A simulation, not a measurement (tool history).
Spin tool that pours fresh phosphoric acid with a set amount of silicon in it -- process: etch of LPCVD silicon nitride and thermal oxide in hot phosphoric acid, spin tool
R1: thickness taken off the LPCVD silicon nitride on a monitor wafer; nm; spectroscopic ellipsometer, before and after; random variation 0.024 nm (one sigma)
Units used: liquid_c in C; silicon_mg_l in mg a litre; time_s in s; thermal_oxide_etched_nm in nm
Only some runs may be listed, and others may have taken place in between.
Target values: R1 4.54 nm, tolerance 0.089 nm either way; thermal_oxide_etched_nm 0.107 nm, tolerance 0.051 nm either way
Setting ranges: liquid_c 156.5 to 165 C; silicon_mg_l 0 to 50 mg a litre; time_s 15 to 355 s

{"run": 1, "hour": 0.0, "liquid_c": 160, "silicon_mg_l": 22, "time_s": 180, "R1": 14.799, "thermal_oxide_etched_nm": 0.2356}
{"run": 2, "hour": 3.2, "liquid_c": 160, "silicon_mg_l": 22, "time_s": 235, "R1": 19.082, "thermal_oxide_etched_nm": 0.41432}
{"run": 3, "hour": 7.7, "liquid_c": 160, "silicon_mg_l": 22, "time_s": 175, "R1": 14.227, "thermal_oxide_etched_nm": 0.31195}
{"run": 4, "hour": 11.1, "liquid_c": 162, "silicon_mg_l": 22, "time_s": 175, "R1": 15.254, "thermal_oxide_etched_nm": 0.33765}
{"run": 5, "hour": 13.9, "liquid_c": 162, "silicon_mg_l": 22, "time_s": 215, "R1": 18.899, "thermal_oxide_etched_nm": 0.3217}
{"hour": 19.3, "done": "thermometer replaced"}
{"run": 6, "hour": 19.3, "liquid_c": 163, "silicon_mg_l": 22, "time_s": 215, "R1": 18.486, "thermal_oxide_etched_nm": 0.38795}
{"run": 7, "hour": 22.1, "liquid_c": 162.5, "silicon_mg_l": 22, "time_s": 195, "R1": 16.619, "thermal_oxide_etched_nm": 0.32102}
{"run": 8, "hour": 27.2, "liquid_c": 160, "silicon_mg_l": 8, "time_s": 105, "R1": 8.2639, "thermal_oxide_etched_nm": 0.25582}
{"run": 9, "hour": 30.0, "liquid_c": 157.5, "silicon_mg_l": 15.5, "time_s": 15, "R1": 1.0829, "thermal_oxide_etched_nm": 0.023588}
{"run": 10, "hour": 38.0, "liquid_c": 160, "silicon_mg_l": 16, "time_s": 15, "R1": 1.1707, "thermal_oxide_etched_nm": 0.026556}
{"run": 11, "hour": 38.9, "liquid_c": 162.5, "silicon_mg_l": 18.5, "time_s": 105, "R1": 8.9646, "thermal_oxide_etched_nm": 0.29204}
{"run": 12, "hour": 43.3, "liquid_c": 162.5, "silicon_mg_l": 18.5, "time_s": 105, "R1": 9.0204, "thermal_oxide_etched_nm": 0.18556}
{"run": 13, "hour": 48.5, "liquid_c": 162, "silicon_mg_l": 18.5, "time_s": 105, "R1": 8.8977, "thermal_oxide_etched_nm": 0.1696}
{"run": 14, "hour": 56.8, "liquid_c": 161.5, "silicon_mg_l": 18.5, "time_s": 105, "R1": 8.6693, "thermal_oxide_etched_nm": 0.22037}
{"run": 15, "hour": 65.4, "liquid_c": 161, "silicon_mg_l": 18.5, "time_s": 105, "R1": 8.4265, "thermal_oxide_etched_nm": 0.19168}
{"run": 16, "hour": 66.9, "liquid_c": 160.5, "silicon_mg_l": 18.5, "time_s": 105, "R1": 8.3335, "thermal_oxide_etched_nm": 0.14245}
{"run": 17, "hour": 73.1, "liquid_c": 160.5, "silicon_mg_l": 18.5, "time_s": 105, "R1": 8.3756, "thermal_oxide_etched_nm": 0.22711}
{"run": 18, "hour": 79.7, "liquid_c": 160, "silicon_mg_l": 20.5, "time_s": 105, "R1": 8.2799, "thermal_oxide_etched_nm": 0.21978}
{"run": 19, "hour": 87.6, "liquid_c": 159.5, "silicon_mg_l": 18.5, "time_s": 105, "R1": 8.1403, "thermal_oxide_etched_nm": 0.13305}
{"run": 20, "hour": 89.0, "liquid_c": 160, "silicon_mg_l": 19.5, "time_s": 100, "R1": 7.815, "thermal_oxide_etched_nm": 0.1157}
{"run": 21, "hour": 96.3, "liquid_c": 159.5, "silicon_mg_l": 18, "time_s": 100, "R1": 7.7582, "thermal_oxide_etched_nm": 0.16531}

Which single option among these 4 for the next run brings every result within its allowed miss of target? Just one does.
{"run": "A", "hour": 103.6, "liquid_c": 158.5, "silicon_mg_l": 50, "time_s": 235, "R1": "?", "thermal_oxide_etched_nm": "?"}
{"run": "B", "hour": 103.6, "liquid_c": 157, "silicon_mg_l": 27.5, "time_s": 60, "R1": "?", "thermal_oxide_etched_nm": "?"}
{"run": "C", "hour": 103.6, "liquid_c": 159, "silicon_mg_l": 15, "time_s": 60, "R1": "?", "thermal_oxide_etched_nm": "?"}
{"run": "D", "hour": 103.6, "liquid_c": 160, "silicon_mg_l": 22.5, "time_s": 175, "R1": "?", "thermal_oxide_etched_nm": "?"}

move=A R1=17.653 thermal_oxide_etched_nm=0.12341
move=B R1=4.2834 thermal_oxide_etched_nm=0.074111
move=C R1=4.5839 thermal_oxide_etched_nm=0.12519
move=D R1=13.827 thermal_oxide_etched_nm=0.31955
A: lands further from the targets than the last run did
B: takes the biggest miss from the last run beyond its target
C: every result lands within tolerance
D: lands further from the targets than the last run did
So the answer is move C, the one that meets all the targets.
